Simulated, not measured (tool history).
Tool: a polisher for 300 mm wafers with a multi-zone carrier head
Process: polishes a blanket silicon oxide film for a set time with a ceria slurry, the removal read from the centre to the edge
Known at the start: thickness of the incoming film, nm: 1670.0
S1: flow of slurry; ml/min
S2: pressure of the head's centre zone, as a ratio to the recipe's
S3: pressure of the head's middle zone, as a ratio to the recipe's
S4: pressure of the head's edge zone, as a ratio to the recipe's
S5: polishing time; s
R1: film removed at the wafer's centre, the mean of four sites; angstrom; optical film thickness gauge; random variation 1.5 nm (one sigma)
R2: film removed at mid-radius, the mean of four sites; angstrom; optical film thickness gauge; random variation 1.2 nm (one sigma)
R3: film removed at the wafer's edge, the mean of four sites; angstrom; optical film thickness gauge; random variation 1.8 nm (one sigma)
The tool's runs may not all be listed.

run	day	S1	S2	S3	S4	S5	R1	R2	R3
1	0	315	1	1	1	34	1289.9	1286.1	1276.3
2	0.071	315	1	1.05	1	34	1255.1	1346.2	1273.7
3	0.296	390	1	1.05	1	34	1310.3	1369.1	1281.8
4	0.5	370	0.98	1.08	1.04	37	1375.1	1516.8	1425.5
5	0.612	370	1.02	1.08	1.04	37	1423.8	1528.2	1437.6
6	0.879	370	1.06	1.08	1.04	37	1481	1525.9	1442.1

Forecast run 7:
7	0.971	360	1.03	1.11	1.08	39	?	?	?

Run 7 gave R1 1525 angstrom, R2 1628.6 angstrom, R3 1531.5 angstrom.

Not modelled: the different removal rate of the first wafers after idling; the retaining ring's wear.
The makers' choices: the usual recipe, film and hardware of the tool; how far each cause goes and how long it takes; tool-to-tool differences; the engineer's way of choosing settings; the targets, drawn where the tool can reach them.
